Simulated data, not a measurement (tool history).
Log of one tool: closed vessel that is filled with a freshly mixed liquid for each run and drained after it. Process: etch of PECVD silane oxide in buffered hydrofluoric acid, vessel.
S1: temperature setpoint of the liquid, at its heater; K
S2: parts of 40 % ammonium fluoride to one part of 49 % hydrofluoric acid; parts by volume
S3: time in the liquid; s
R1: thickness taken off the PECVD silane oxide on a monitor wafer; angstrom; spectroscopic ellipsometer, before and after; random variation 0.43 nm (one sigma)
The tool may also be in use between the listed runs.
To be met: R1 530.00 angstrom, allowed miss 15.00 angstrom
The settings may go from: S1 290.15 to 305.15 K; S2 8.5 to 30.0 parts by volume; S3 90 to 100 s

run 1 hour=0.0 | S1=297.15 S2=23.5 S3=90 | R1=868.11
run 2 hour=2.5 | S1=297.15 S2=19.5 S3=90 | R1=1019.80
run 3 hour=4.8 | S1=297.15 S2=14.0 S3=90 | R1=1401.40
run 4 hour=8.8 | S1=297.15 S2=10.0 S3=90 | R1=1937.80
run 5 hour=9.9 | S1=297.15 S2=16.0 S3=90 | R1=1224.80
run 6 hour=17.1 | S1=297.15 S2=19.5 S3=90 | R1=1001.50
run 7 hour=20.7 | S1=295.65 S2=20.5 S3=90 | R1=890.88
run 8 hour=28.2 | S1=291.65 S2=28.0 S3=90 | R1=565.40
run 9 hour=35.9 | S1=291.15 S2=28.0 S3=90 | R1=547.18

Which of these 4 next moves meets every target?
run A hour=43.6 | S1=291.65 S2=26.5 S3=90 | R1=?
run B hour=43.6 | S1=291.15 S2=30.0 S3=90 | R1=?
run C hour=43.6 | S1=290.65 S2=25.0 S3=90 | R1=?
run D hour=43.6 | S1=290.15 S2=29.5 S3=100 | R1=?

move=A R1=595.54
move=B R1=531.16
move=C R1=585.71
move=D R1=563.86
A: further off than the last run
B: meets every target
C: further off than the last run
D: further off than the last run
Answer: B

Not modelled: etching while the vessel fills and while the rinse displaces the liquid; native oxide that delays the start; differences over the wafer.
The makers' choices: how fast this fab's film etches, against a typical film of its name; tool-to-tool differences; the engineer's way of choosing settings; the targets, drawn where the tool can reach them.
